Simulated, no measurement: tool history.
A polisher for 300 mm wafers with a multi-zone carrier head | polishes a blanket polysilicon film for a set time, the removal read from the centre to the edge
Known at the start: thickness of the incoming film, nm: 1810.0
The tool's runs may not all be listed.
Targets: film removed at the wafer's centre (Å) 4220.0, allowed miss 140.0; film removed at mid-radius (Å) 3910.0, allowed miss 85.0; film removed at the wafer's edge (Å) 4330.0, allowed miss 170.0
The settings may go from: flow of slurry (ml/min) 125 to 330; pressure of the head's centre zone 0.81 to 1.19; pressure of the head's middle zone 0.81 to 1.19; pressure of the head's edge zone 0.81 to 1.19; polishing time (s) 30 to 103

run	hour	flow of slurry (ml/min)	pressure of the head's centre zone	pressure of the head's middle zone	pressure of the head's edge zone	polishing time (s)	film removed at the wafer's centre (Å)	film removed at mid-radius (Å)	film removed at the wafer's edge (Å)
1	0.0	210	1.00	1.00	1.00	66	2788.7	2954.4	2896.5
2	5.8	245	1.00	1.00	1.00	66	2844.8	3026.9	2836.9
3	12.6	220	1.03	1.01	1.03	70	3019.7	3173.1	3082.1
4	17.2	220	0.96	1.01	1.03	70	2848.0	3174.4	3066.4
5	25.8	220	0.96	1.05	1.03	70	2814.2	3283.0	3032.3
# hour 33.3: centre zone pressure recalibrated
6	33.3	210	1.00	1.04	1.05	74	3290.7	3393.8	3263.1
7	36.7	195	0.99	1.03	1.07	77	3298.8	3493.7	3378.3
8	43.2	185	0.99	1.01	1.09	80	3382.4	3550.6	3595.1

Which of these 5 next moves meets every target?
A	49.7	185	1.02	0.92	1.12	95	?	?	?
B	49.7	155	0.89	1.00	1.00	74	?	?	?
C	49.7	260	0.95	1.19	1.01	62	?	?	?
D	49.7	150	1.02	0.94	1.15	93	?	?	?
E	49.7	165	1.04	0.86	1.19	101	?	?	?

move	film removed at the wafer's centre (Å)	film removed at mid-radius (Å)	film removed at the wafer's edge (Å)
A	4161.5	3897.5	4333.7
B	2738.6	3168.2	3122.8
C	2658.4	3307.0	2764.5
D	3921.8	3755.1	4194.5
E	4420.8	3849.0	4696.8
A: meets every target
B: further off than the last run
C: further off than the last run
D: nearer than the last run, and not there yet
E: takes the result that was furthest off past its target
The right move is A.
